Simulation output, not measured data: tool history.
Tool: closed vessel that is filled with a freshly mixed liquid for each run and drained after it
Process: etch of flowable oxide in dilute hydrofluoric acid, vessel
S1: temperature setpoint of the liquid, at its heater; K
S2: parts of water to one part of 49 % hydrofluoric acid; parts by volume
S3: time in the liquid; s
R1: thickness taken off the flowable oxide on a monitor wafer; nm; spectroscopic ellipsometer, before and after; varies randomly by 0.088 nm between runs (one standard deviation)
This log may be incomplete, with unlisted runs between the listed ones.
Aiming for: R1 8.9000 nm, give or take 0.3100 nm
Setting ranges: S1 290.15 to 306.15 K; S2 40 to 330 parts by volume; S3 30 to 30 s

run	hour	S1	S2	S3	R1
1	0.0	298.15	185	30	5.4596
2	1.5	299.65	175	30	6.2047
3	2.6	299.65	215	30	4.7249
4	5.5	303.15	215	30	5.4045
5	7.5	303.15	215	30	5.4669
6	14.1	303.65	200	30	5.9895
7	21.4	304.15	190	30	6.4452
8	29.1	304.65	180	30	7.1429
9	31.1	305.15	175	30	7.5951

Exactly one of the 5 candidate moves below puts every result within its allowed miss. Which one?
A	33.1	304.15	155	30	?
B	33.1	305.15	140	30	?
C	33.1	304.65	150	30	?
D	33.1	304.15	140	30	?
E	33.1	302.65	130	30	?

move	R1
A	8.3416
B	9.7749
C	8.8345
D	9.4356
E	9.7679
A: closes in on the targets versus the last run, not all within tolerance yet
B: the result that was furthest off in the last run now lies on the other side of its target
C: in spec on every target
D: the result that was furthest off in the last run now lies on the other side of its target
E: the result that was furthest off in the last run now lies on the other side of its target
Go with C: it meets all targets.

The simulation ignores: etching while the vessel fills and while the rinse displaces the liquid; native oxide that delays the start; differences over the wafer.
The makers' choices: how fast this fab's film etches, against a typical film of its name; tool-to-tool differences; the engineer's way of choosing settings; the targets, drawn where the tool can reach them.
